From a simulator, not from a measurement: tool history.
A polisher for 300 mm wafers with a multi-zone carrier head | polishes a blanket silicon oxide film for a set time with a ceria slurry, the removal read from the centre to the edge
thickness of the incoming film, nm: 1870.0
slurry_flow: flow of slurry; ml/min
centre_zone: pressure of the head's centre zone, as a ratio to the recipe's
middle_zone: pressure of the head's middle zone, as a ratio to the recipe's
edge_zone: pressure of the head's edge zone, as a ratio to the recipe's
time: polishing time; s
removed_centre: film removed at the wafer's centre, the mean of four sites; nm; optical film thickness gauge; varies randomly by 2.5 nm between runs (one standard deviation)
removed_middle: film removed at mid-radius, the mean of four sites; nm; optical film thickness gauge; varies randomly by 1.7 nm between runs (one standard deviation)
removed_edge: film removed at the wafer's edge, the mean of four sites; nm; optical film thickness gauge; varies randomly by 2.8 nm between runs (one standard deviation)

run 1 hour=0.0 | slurry_flow=275 centre_zone=1.00 middle_zone=1.00 edge_zone=1.00 time=42 | removed_centre=298.37 removed_middle=344.69 removed_edge=322.59
run 2 hour=4.1 | slurry_flow=275 centre_zone=1.02 middle_zone=0.99 edge_zone=0.98 time=41 | removed_centre=294.51 removed_middle=339.80 removed_edge=320.07
run 3 hour=11.6 | slurry_flow=275 centre_zone=1.02 middle_zone=0.99 edge_zone=0.98 time=35 | removed_centre=248.19 removed_middle=286.48 removed_edge=269.69
run 4 hour=19.9 | slurry_flow=295 centre_zone=1.04 middle_zone=0.97 edge_zone=0.96 time=35 | removed_centre=253.30 removed_middle=283.02 removed_edge=268.93
run 5 hour=27.2 | slurry_flow=295 centre_zone=1.04 middle_zone=0.97 edge_zone=0.96 time=39 | removed_centre=283.45 removed_middle=315.77 removed_edge=302.08
run 6 hour=33.9 | slurry_flow=305 centre_zone=1.06 middle_zone=0.96 edge_zone=0.94 time=39 | removed_centre=295.35 removed_middle=318.52 removed_edge=296.19
run 7 hour=39.2 | slurry_flow=305 centre_zone=1.08 middle_zone=0.95 edge_zone=0.93 time=39 | removed_centre=296.62 removed_middle=312.90 removed_edge=298.07

Predict the results of run 8:
-- hour=42.3 centre zone pressure recalibrated
run 8 hour=42.3 | slurry_flow=320 centre_zone=1.09 middle_zone=0.94 edge_zone=0.91 time=38 | removed_centre=? removed_middle=? removed_edge=?

Run 8 came out at removed_centre 321.45 nm, removed_middle 306.62 nm, removed_edge 283.25 nm.
